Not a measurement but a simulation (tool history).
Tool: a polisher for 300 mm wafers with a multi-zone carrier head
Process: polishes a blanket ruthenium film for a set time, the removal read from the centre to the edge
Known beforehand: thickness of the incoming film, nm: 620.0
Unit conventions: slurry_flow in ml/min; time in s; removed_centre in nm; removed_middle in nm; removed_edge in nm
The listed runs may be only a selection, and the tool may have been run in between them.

run	day	slurry_flow	centre_zone	middle_zone	edge_zone	time	removed_centre	removed_middle	removed_edge
1	0.000	120	1.00	1.00	1.00	83	66.227	66.869	69.145
2	0.046	135	1.00	1.00	1.00	83	68.999	69.682	69.592
3	0.221	135	1.01	1.01	1.02	86	73.724	71.802	72.536
4	0.508	135	1.01	1.01	1.02	70	56.903	59.261	59.508
5	0.567	135	1.01	1.02	1.03	74	61.708	62.229	61.621
6	0.892	135	1.05	1.02	1.03	74	63.561	61.835	63.398
7	1.242	160	1.14	1.12	1.13	97	93.872	91.049	88.278

What does the tool deliver on the next run?
8	1.512	160	1.13	1.12	1.14	97	?	?	?

removed_centre: 92.843 nm
removed_middle: 90.755 nm
removed_edge: 89.104 nm

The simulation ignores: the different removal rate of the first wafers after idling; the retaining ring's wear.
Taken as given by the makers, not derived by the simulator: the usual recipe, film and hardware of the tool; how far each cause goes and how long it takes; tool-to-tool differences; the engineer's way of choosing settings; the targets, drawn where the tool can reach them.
